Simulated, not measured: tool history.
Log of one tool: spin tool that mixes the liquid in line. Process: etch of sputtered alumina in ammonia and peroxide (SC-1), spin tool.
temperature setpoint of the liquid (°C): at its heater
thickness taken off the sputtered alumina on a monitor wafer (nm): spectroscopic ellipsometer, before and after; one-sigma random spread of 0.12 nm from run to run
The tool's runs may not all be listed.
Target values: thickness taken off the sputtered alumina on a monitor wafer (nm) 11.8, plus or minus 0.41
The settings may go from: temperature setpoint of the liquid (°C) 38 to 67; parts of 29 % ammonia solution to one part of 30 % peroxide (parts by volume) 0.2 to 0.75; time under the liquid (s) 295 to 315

run	day	temperature setpoint of the liquid (°C)	parts of 29 % ammonia solution to one part of 30 % peroxide (parts by volume)	time under the liquid (s)	thickness taken off the sputtered alumina on a monitor wafer (nm)
1	0	51	0.45	295	23.449
2	0.029	54.5	0.45	295	28.731
3	0.258	50.5	0.45	295	23.204
4	0.612	47.5	0.45	295	19.618
5	0.775	52.5	0.45	295	25.361
6	1.054	52.5	0.45	315	27.811
7	1.367	49	0.45	310	22.434
8	1.704	46.5	0.45	310	19.836
9	1.904	44.5	0.45	305	17.024

Of the 5 settings listed for the next run, only one would bring every result within its allowed miss of target. Which one?
A	2.104	40	0.4	295	?
B	2.104	51.5	0.4	315	?
C	2.104	39.5	0.55	295	?
D	2.104	53	0.55	315	?
E	2.104	38.5	0.55	295	?

move	thickness taken off the sputtered alumina on a monitor wafer (nm)
A	12.796
B	26.091
C	12.81
D	29.147
E	12.077
A: nearer the targets than the last run, but a result is still out of spec
B: moves away from the targets compared with the last run
C: nearer the targets than the last run, but a result is still out of spec
D: moves away from the targets compared with the last run
E: all results in spec
Move E is the one to make.
